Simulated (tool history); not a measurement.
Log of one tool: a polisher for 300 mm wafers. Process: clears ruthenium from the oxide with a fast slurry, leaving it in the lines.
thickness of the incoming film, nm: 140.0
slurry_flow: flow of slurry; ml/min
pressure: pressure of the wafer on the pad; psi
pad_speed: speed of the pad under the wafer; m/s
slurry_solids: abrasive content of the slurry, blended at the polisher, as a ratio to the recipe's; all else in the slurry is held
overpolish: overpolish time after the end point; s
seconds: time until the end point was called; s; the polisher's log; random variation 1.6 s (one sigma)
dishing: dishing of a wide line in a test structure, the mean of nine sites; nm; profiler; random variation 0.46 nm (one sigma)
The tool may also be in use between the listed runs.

run,hour,slurry_flow,pressure,pad_speed,slurry_solids,overpolish,seconds,dishing
1,0,170,1.9,0.96,1,15,49.255,29.822
2,7.6,170,1.9,0.96,1.1,15,47.795,30.657
3,10.7,170,1.9,0.96,0.95,15,49.688,29.335
4,13.2,170,1.6,0.96,0.95,15,56.412,26.273
5,14.5,170,1.6,0.96,0.95,21,61.113,32.204
6,19.3,170,1.6,0.96,0.95,16,59.672,28.353
7,24.4,170,1.5,0.96,0.95,15,64.079,24.176
8,26.1,170,1.4,0.96,0.95,16,66.198,25.151
9,28.6,170,1.4,0.96,0.95,16,69.072,24.763

Forecast run 10:
10,29.2,170,1,0.94,0.95,17,?,?

{"run 10": {"seconds": 94.917, "dishing": 20.138}}
